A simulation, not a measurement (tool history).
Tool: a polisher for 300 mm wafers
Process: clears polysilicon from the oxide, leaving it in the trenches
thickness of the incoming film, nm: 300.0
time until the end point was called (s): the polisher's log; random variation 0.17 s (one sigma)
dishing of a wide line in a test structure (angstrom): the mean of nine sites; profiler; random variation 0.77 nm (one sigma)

run  hour  flow of slurry (ml/min)  pressure of the wafer on the pad (kPa)  speed of the pad under the wafer (cm/s)  overpolish time after the end point (s)  time until the end point was called (s)  dishing of a wide line in a test structure (angstrom)
  1     0                      165                                    19.3                                       98                                       19                                   22.613                                                  646.6
  2   7.3                      165                                    19.3                                       88                                       19                                   24.971                                                 630.93
  3  15.6                      165                                    19.3                                       78                                       19                                   28.359                                                  626.3
  4  17.7                      170                                    22.8                                       86                                       16                                   22.283                                                 640.63
  5  20.8                      170                                    17.9                                       86                                       16                                    26.62                                                 618.54
  6  24.8                      170                                    17.9                                      106                                       16                                   21.684                                                 637.23
  7  28.5                      185                                    21.4                                      108                                       13                                   18.313                                                 624.06

Run 8 comes next. What will it give?
  8  31.5                      185                                    24.1                                      110                                       13                                        ?                                                      ?

time until the end point was called (s): 16.38
dishing of a wide line in a test structure (angstrom): 646.15
